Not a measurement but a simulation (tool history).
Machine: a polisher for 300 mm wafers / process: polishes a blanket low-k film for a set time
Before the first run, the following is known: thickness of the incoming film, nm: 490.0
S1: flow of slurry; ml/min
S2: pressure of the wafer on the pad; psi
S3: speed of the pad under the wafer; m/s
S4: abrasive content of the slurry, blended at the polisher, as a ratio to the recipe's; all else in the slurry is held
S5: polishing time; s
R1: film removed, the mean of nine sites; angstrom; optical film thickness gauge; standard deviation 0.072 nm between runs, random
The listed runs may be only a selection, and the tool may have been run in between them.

| run | hour | S1 | S2 | S3 | S4 | S5 | R1 |
|---|---|---|---|---|---|---|---|
| 1 | 0.0 | 255 | 1.4 | 1.28 | 1.0 | 20 | 72.276 |
| 2 | 4.1 | 255 | 1.2 | 1.28 | 1.0 | 20 | 61.808 |
| 3 | 8.1 | 255 | 1.2 | 1.16 | 1.0 | 20 | 57.950 |
| 4 | 9.0 | 255 | 1.3 | 1.16 | 1.0 | 20 | 62.043 |
| 5 | 11.9 | 255 | 1.4 | 1.16 | 1.0 | 20 | 65.516 |
| 6 | 20.6 | 290 | 1.4 | 1.16 | 1.0 | 20 | 66.524 |

What will run 7 give?
| 7 | 21.5 | 310 | 1.8 | 1.18 | 1.0 | 20 | ? |

Run 7 produced R1 85.902 angstrom.
